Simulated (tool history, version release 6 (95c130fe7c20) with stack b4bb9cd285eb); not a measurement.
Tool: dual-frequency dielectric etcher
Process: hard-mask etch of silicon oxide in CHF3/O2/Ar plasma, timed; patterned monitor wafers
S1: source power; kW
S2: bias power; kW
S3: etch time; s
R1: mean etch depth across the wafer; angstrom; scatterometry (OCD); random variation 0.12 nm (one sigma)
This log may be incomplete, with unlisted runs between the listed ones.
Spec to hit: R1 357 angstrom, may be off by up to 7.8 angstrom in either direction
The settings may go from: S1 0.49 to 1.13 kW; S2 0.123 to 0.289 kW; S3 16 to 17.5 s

| run | hour | S1 | S2 | S3 | R1 |
|---|---|---|---|---|---|
| 1 | 0 | 0.81 | 0.206 | 17.5 | 401.58 |
| 2 | 5.3 | 0.81 | 0.206 | 17.5 | 402.94 |
| 3 | 13.6 | 0.81 | 0.206 | 17.5 | 401.47 |
| 4 | 18.8 | 0.81 | 0.23 | 17.5 | 422.08 |
| 5 | 25.1 | 0.81 | 0.209 | 17.5 | 403.91 |
| 6 | 27.6 | 0.73 | 0.209 | 17.5 | 388.47 |
| 7 | 35.4 | 0.7 | 0.207 | 17.5 | 382.63 |
| 8 | 37.2 | 0.56 | 0.197 | 17.5 | 348.75 |
| 9 | 38 | 0.57 | 0.198 | 17.5 | 348.47 |

Exercise: of the 5 proposed moves below, exactly one satisfies all targets within the stated allowed misses. Which move is it?
| A | 38.8 | 0.52 | 0.2 | 17 | ? |
| B | 38.8 | 0.49 | 0.24 | 16 | ? |
| C | 38.8 | 0.7 | 0.217 | 16 | ? |
| D | 38.8 | 0.56 | 0.22 | 16 | ? |
| E | 38.8 | 0.53 | 0.207 | 17 | ? |

| move | R1 |
|---|---|
| A | 331.48 |
| B | 333.07 |
| C | 359.05 |
| D | 334.57 |
| E | 339.08 |
A: the biggest miss grows against the last run
B: the biggest miss grows against the last run
C: in spec on every target
D: the biggest miss grows against the last run
E: the biggest miss grows against the last run
So the answer is move C, the one that meets all the targets.
